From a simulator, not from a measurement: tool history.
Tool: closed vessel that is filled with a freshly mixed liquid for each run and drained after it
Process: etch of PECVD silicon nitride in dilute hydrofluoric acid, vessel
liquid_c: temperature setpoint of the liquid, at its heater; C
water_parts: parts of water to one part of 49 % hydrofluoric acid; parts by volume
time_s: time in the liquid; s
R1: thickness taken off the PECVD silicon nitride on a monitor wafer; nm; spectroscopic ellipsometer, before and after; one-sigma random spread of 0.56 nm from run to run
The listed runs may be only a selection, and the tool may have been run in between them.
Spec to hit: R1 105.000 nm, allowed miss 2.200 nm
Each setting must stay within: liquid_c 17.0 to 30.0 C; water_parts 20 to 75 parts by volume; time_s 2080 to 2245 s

{"run": 1, "hour": 0.0, "liquid_c": 22.0, "water_parts": 45, "time_s": 2080, "R1": 76.581}
{"run": 2, "hour": 4.8, "liquid_c": 22.0, "water_parts": 60, "time_s": 2080, "R1": 57.323}
{"run": 3, "hour": 10.7, "liquid_c": 22.0, "water_parts": 60, "time_s": 2245, "R1": 61.736}
{"run": 4, "hour": 14.5, "liquid_c": 25.5, "water_parts": 60, "time_s": 2245, "R1": 78.96}
{"run": 5, "hour": 19.4, "liquid_c": 26.5, "water_parts": 60, "time_s": 2245, "R1": 84.062}
{"run": 6, "hour": 24.7, "liquid_c": 26.5, "water_parts": 65, "time_s": 2245, "R1": 77.384}
{"run": 7, "hour": 27.2, "liquid_c": 27.0, "water_parts": 65, "time_s": 2245, "R1": 79.398}
{"run": 8, "hour": 33.4, "liquid_c": 27.5, "water_parts": 65, "time_s": 2245, "R1": 83.087}
{"run": 9, "hour": 36.9, "liquid_c": 28.0, "water_parts": 65, "time_s": 2245, "R1": 86.475}
{"run": 10, "hour": 38.3, "liquid_c": 28.5, "water_parts": 65, "time_s": 2245, "R1": 88.75}
{"run": 11, "hour": 46.8, "liquid_c": 29.0, "water_parts": 65, "time_s": 2245, "R1": 90.661}
{"run": 12, "hour": 49.5, "liquid_c": 29.5, "water_parts": 60, "time_s": 2245, "R1": 102.28}

Exactly one of the 4 candidate moves below puts every result within its allowed miss. Which one?
{"run": "A", "hour": 52.2, "liquid_c": 29.5, "water_parts": 55, "time_s": 2235, "R1": "?"}
{"run": "B", "hour": 52.2, "liquid_c": 29.5, "water_parts": 60, "time_s": 2195, "R1": "?"}
{"run": "C", "hour": 52.2, "liquid_c": 29.5, "water_parts": 55, "time_s": 2140, "R1": "?"}
{"run": "D", "hour": 52.2, "liquid_c": 27.0, "water_parts": 45, "time_s": 2160, "R1": "?"}

move=A R1=110.080
move=B R1=99.171
move=C R1=105.400
move=D R1=110.120
A: carries the result that was furthest off beyond its target, to the other side
B: further off than the last run
C: hits every target within its allowed miss
D: carries the result that was furthest off beyond its target, to the other side
The move that meets every target is C.

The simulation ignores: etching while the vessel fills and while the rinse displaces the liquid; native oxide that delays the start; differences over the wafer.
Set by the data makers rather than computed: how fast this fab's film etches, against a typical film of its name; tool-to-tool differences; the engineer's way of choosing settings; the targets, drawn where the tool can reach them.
